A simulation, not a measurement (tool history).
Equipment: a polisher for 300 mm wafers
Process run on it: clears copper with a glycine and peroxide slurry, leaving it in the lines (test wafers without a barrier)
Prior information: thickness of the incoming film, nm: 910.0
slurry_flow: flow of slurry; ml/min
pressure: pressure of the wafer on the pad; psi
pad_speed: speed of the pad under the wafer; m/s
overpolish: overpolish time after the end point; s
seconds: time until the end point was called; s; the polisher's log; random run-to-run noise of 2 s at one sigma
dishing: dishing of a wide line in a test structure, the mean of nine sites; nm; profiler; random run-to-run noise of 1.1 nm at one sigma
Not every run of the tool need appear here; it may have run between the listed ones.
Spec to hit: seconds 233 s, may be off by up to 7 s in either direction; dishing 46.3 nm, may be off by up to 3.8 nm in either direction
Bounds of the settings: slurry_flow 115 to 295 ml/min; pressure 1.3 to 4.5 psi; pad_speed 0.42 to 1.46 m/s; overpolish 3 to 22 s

run  hour  slurry_flow  pressure  pad_speed  overpolish  seconds  dishing
  1     0          190       2.9       0.94          11   176.86   44.337
  2   8.2          185       2.6       0.94          12   189.59   43.322
  3  14.9          165       2.6       0.94          12    193.6   43.671
  4  18.6          165         3       0.94          12   174.52   47.728
  5  26.1          165         3       0.94          10   173.49   42.069
  6  33.8          165         3       0.94           7   172.95   28.813
  7  40.4          165       2.7       0.92           9   192.23   34.945
  8  42.5          160       2.5       0.92          10   203.61   35.523
  9  48.5          155       2.4       0.92          11   212.83   38.978
 10  51.3          150       2.3       0.92          12   224.81   39.717
 11  54.9          140       2.3       0.92          15   226.54   49.479

Which single option among these 4 for the next run brings every result within its allowed miss of target? Just one does.
  A  58.5          125       1.7       1.26          16        ?        ?
  B  58.5          125       2.4       0.86          21        ?        ?
  C  58.5          120       2.1       0.98          19        ?        ?
  D  58.5          140       2.3        0.9          19        ?        ?

move  seconds  dishing
   A      233   47.144
   B   233.42   60.713
   C   238.84   54.252
   D   227.68   56.825
A: hits every target within its allowed miss
B: puts the biggest miss on target and leaves a different result outside tolerance
C: puts the biggest miss on target and leaves a different result outside tolerance
D: puts the biggest miss on target and leaves a different result outside tolerance
The right move is A.

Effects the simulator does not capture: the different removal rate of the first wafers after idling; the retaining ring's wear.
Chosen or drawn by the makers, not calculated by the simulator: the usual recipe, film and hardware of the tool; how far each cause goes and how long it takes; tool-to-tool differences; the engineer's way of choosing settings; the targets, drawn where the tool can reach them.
